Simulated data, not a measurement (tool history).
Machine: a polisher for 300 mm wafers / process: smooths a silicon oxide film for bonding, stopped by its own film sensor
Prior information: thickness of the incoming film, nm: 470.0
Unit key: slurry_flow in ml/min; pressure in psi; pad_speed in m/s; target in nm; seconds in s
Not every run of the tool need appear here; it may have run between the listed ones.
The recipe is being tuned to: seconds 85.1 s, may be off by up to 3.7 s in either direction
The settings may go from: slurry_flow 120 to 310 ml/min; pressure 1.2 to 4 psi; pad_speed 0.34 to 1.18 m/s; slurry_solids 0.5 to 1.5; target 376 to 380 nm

run	day	slurry_flow	pressure	pad_speed	slurry_solids	target	seconds
1	0	200	2.6	0.76	1	380	112.01
2	0.308	200	2.2	0.76	1	380	130.04
3	0.488	200	2.2	0.76	1	380	134.2
4	0.846	200	2.4	0.76	1	380	119.98
# day 0.979: head pressure recalibrated
5	0.979	200	2.4	0.64	1	380	124.71
6	1.038	200	2.4	0.58	1	380	133.65
7	1.321	200	2.6	0.58	1	380	124.83
8	1.517	200	2.8	0.58	1	380	115.85
9	1.788	200	2.9	0.58	1	380	113.9
10	2.008	200	3	0.58	1	380	108.62

5 candidate next runs follow, results not yet known. Just one meets every target within its allowed miss. Identify it.
A	2.229	220	2.6	0.48	0.75	376	?
B	2.229	250	3.2	0.72	1.05	380	?
C	2.229	200	2.8	0.54	0.9	380	?
D	2.229	255	3.2	0.82	1.3	378	?
E	2.229	170	3.4	0.38	0.95	376	?

move	seconds
A	167.19
B	85.887
C	130.09
D	74.169
E	143.52
A: further off than the last run
B: every result within its allowed miss
C: further off than the last run
D: takes the biggest miss from the last run beyond its target
E: further off than the last run
Move B is the one to make.
